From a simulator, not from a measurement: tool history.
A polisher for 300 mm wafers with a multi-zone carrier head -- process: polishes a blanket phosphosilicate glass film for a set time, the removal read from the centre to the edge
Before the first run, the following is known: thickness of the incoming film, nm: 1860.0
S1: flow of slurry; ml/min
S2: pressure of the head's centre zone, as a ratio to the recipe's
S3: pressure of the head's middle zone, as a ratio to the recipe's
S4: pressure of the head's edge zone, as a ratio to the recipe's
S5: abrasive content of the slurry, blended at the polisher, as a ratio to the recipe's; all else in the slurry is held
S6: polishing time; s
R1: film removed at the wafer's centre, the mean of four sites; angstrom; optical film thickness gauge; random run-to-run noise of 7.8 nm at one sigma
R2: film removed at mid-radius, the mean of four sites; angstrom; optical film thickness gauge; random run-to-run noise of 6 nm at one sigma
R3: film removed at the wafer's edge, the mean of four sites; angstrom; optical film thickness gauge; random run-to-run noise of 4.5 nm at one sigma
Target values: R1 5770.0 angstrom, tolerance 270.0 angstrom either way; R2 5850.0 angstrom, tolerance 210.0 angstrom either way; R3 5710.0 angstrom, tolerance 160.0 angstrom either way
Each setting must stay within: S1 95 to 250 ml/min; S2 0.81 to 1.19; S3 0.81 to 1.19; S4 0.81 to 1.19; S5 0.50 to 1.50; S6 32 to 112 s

{"run": 1, "hour": 0.0, "S1": 160, "S2": 1.0, "S3": 1.0, "S4": 1.0, "S5": 1.0, "S6": 72, "R1": 7881.8, "R2": 7875.4, "R3": 7972.5}
{"run": 2, "hour": 6.5, "S1": 195, "S2": 1.0, "S3": 1.0, "S4": 1.0, "S5": 1.0, "S6": 72, "R1": 8153.2, "R2": 8175.2, "R3": 8164.0}
{"run": 3, "hour": 12.8, "S1": 190, "S2": 0.99, "S3": 0.99, "S4": 0.98, "S5": 0.95, "S6": 72, "R1": 7896.1, "R2": 8114.3, "R3": 7865.9}
{"run": 4, "hour": 14.5, "S1": 190, "S2": 0.99, "S3": 1.07, "S4": 0.98, "S5": 0.95, "S6": 72, "R1": 7951.8, "R2": 8601.6, "R3": 7892.7}
{"run": 5, "hour": 21.2, "S1": 185, "S2": 0.99, "S3": 1.05, "S4": 0.97, "S5": 0.9, "S6": 72, "R1": 7693.9, "R2": 8199.6, "R3": 7662.4}
{"run": 6, "hour": 25.1, "S1": 180, "S2": 0.99, "S3": 1.04, "S4": 0.96, "S5": 0.85, "S6": 72, "R1": 7329.9, "R2": 7752.0, "R3": 7366.4}
{"run": 7, "hour": 29.8, "S1": 175, "S2": 0.99, "S3": 1.03, "S4": 0.95, "S5": 0.8, "S6": 72, "R1": 7004.0, "R2": 7376.4, "R3": 6983.8}
{"run": 8, "hour": 37.8, "S1": 130, "S2": 0.94, "S3": 0.93, "S4": 0.85, "S5": 0.7, "S6": 72, "R1": 5955.3, "R2": 6117.2, "R3": 6050.6}
{"run": 9, "hour": 44.8, "S1": 120, "S2": 0.95, "S3": 0.93, "S4": 0.83, "S5": 0.7, "S6": 72, "R1": 5933.1, "R2": 5895.2, "R3": 5899.1}

Next run, 4 choices. One meets every target within its allowed miss, the rest don't. Which?
{"run": "A", "hour": 51.8, "S1": 135, "S2": 0.89, "S3": 0.91, "S4": 0.91, "S5": 0.6, "S6": 77, "R1": "?", "R2": "?", "R3": "?"}
{"run": "B", "hour": 51.8, "S1": 105, "S2": 0.97, "S3": 0.85, "S4": 0.94, "S5": 0.75, "S6": 71, "R1": "?", "R2": "?", "R3": "?"}
{"run": "C", "hour": 51.8, "S1": 190, "S2": 0.93, "S3": 0.89, "S4": 0.81, "S5": 1.0, "S6": 56, "R1": "?", "R2": "?", "R3": "?"}
{"run": "D", "hour": 51.8, "S1": 150, "S2": 0.87, "S3": 0.86, "S4": 0.9, "S5": 0.65, "S6": 75, "R1": "?", "R2": "?", "R3": "?"}

move=A R1=5556.6 R2=5981.7 R3=6118.2
move=B R1=5866.7 R2=5548.0 R3=6187.7
move=C R1=5863.2 R2=5889.4 R3=5717.8
move=D R1=5663.6 R2=5962.0 R3=6297.3
A: moves away from the targets compared with the last run
B: moves away from the targets compared with the last run
C: in spec on every target
D: moves away from the targets compared with the last run
Move C is the one to make.
